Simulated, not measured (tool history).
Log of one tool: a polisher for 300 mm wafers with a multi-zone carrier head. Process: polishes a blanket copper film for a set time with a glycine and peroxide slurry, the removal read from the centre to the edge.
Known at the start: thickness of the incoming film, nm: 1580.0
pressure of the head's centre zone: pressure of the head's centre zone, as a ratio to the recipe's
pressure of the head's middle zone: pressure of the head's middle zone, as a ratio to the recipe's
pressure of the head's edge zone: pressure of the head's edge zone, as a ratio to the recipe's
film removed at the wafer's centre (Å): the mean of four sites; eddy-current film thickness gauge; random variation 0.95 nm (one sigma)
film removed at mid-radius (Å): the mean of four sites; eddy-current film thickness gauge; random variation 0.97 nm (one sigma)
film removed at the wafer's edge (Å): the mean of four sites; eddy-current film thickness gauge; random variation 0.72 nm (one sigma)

| run | hour | flow of slurry (ml/min) | pressure of the head's centre zone | pressure of the head's middle zone | pressure of the head's edge zone | polishing time (s) | film removed at the wafer's centre (Å) | film removed at mid-radius (Å) | film removed at the wafer's edge (Å) |
|---|---|---|---|---|---|---|---|---|---|
| 1 | 0 | 280 | 1 | 1 | 1 | 37 | 1058.5 | 1046.3 | 1059.4 |
| 2 | 3.9 | 280 | 0.99 | 0.99 | 0.99 | 36 | 1020.9 | 1022.8 | 1016.2 |
| 3 | 10.2 | 280 | 0.99 | 0.99 | 0.99 | 30 | 853.61 | 837.79 | 858.96 |
| 4 | 11.3 | 210 | 0.99 | 0.99 | 0.99 | 30 | 835.95 | 830.47 | 833.35 |
| 5 | 12.4 | 210 | 0.98 | 0.98 | 0.99 | 30 | 836.94 | 824.37 | 838.27 |
| 6 | 19.5 | 210 | 0.98 | 0.89 | 0.99 | 30 | 813.36 | 762.21 | 836.78 |
| 7 | 28.1 | 210 | 0.97 | 0.89 | 0.98 | 30 | 789.53 | 764.07 | 847.1 |
| 8 | 34.1 | 210 | 0.97 | 0.9 | 0.97 | 30 | 828.27 | 761.94 | 830.11 |

Run 9 comes next. What will it give?
| 9 | 38.4 | 210 | 0.96 | 0.91 | 0.97 | 30 | ? | ? | ? |

Run 9 gave film removed at the wafer's centre (Å) 792.86, film removed at mid-radius (Å) 781.46, film removed at the wafer's edge (Å) 827.61.

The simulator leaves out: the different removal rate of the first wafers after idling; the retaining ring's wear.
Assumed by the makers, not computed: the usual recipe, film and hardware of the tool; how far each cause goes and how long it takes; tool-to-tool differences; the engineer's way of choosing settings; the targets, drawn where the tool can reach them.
